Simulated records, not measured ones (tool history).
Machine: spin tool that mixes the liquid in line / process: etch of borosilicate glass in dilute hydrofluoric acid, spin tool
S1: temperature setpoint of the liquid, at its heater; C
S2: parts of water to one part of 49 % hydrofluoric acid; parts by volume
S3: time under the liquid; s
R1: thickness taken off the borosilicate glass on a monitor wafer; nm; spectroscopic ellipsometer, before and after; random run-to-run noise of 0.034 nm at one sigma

Run 1, hour 0: S1 23 C, S2 280 parts by volume, S3 90 s. Result: R1 9.2845 nm.
Run 2, hour 2.5: S1 23 C, S2 230 parts by volume, S3 90 s. Result: R1 11.899 nm.
Run 3, hour 10.4: S1 23 C, S2 230 parts by volume, S3 90 s. Result: R1 11.741 nm.
Run 4, hour 18.7: S1 23 C, S2 165 parts by volume, S3 90 s. Result: R1 17.297 nm.
Run 5, hour 26.9: S1 23 C, S2 165 parts by volume, S3 95 s. Result: R1 18.391 nm.
Run 6, hour 31.7: S1 23 C, S2 220 parts by volume, S3 95 s. Result: R1 12.993 nm.
Run 7, hour 33.3: S1 22 C, S2 245 parts by volume, S3 95 s. Result: R1 11.142 nm.
At hour 39.6: hydrofluoric acid flow meter replaced.
Run 8, hour 39.6: S1 21 C, S2 265 parts by volume, S3 95 s. Result: R1 8.5398 nm.
Run 9, hour 43.7: S1 17 C, S2 295 parts by volume, S3 95 s. Result: R1 6.4023 nm.

Estimate the outcome of run 10 from the log above:
Run 10, hour 45: S1 17 C, S2 300 parts by volume, S3 95 s. Result: R1 ?.

Logged for run 10: R1 6.3231 nm.
